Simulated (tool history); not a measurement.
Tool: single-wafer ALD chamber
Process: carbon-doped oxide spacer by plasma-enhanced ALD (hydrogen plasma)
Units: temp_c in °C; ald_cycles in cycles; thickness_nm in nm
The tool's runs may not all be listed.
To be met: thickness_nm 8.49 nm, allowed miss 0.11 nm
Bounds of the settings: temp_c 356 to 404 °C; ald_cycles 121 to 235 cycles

| run | day | temp_c | ald_cycles | thickness_nm |
|---|---|---|---|---|
| 1 | 0 | 380 | 178 | 9.0168 |
| 2 | 0.292 | 380 | 176 | 8.9473 |
| 3 | 0.329 | 384 | 176 | 8.9117 |
| 4 | 0.571 | 384 | 175 | 8.889 |
| 5 | 0.817 | 384 | 193 | 9.829 |
| 6 | 0.992 | 384 | 189 | 9.5878 |
| 7 | 1.254 | 384 | 189 | 9.6191 |
| 8 | 1.371 | 384 | 185 | 9.4382 |

Which of these 4 next moves meets every target?
| A | 1.488 | 387 | 167 | ? |
| B | 1.488 | 379 | 173 | ? |
| C | 1.488 | 380 | 174 | ? |
| D | 1.488 | 379 | 171 | ? |

| move | thickness_nm |
|---|---|
| A | 8.5115 |
| B | 8.8173 |
| C | 8.8683 |
| D | 8.7154 |
A: meets every target
B: nearer than the last run, and not there yet
C: nearer than the last run, and not there yet
D: nearer than the last run, and not there yet
Answer: A

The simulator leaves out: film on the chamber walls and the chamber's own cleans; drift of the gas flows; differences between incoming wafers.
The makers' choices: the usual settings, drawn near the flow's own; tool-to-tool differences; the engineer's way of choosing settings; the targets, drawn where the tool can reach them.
